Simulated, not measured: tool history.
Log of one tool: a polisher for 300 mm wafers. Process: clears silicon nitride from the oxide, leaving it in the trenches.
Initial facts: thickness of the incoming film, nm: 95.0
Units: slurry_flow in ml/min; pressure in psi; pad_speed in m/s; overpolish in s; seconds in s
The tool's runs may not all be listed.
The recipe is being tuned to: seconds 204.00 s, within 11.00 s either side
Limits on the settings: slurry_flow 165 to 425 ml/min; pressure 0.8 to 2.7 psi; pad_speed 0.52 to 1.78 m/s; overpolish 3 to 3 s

run    day  slurry_flow  pressure  pad_speed  overpolish  seconds
  1  0.000          275       1.7       1.14           3   157.03
  2  0.129          235       1.7       1.14           3   159.03
  3  0.162          235       1.6       1.14           3   167.98
  4  0.433          180       1.6       1.14           3   175.96
  5  0.804          180       1.5       1.14           3   185.69
  6  0.850          180       1.5       1.36           3   159.29
  7  0.946          180       1.4       1.36           3   166.22
  8  1.275          180       1.0       1.32           3   233.69
  9  1.433          180       1.1       1.32           3   212.59

5 next moves are on the table. One of them brings every result within its allowed miss. Which?
  A  1.592          165       1.2       1.08           3        ?
  B  1.592          275       1.2       1.34           3        ?
  C  1.592          210       0.9       1.46           3        ?
  D  1.592          175       1.1       1.38           3        ?
  E  1.592          235       1.0       1.26           3        ?

move  seconds
   A   251.69
   B   189.50
   C   237.19
   D   213.38
   E   243.84
A: its largest miss is bigger than the last run's
B: carries the result that was furthest off beyond its target, to the other side
C: its largest miss is bigger than the last run's
D: each result inside its tolerance
E: its largest miss is bigger than the last run's
D meets every target.
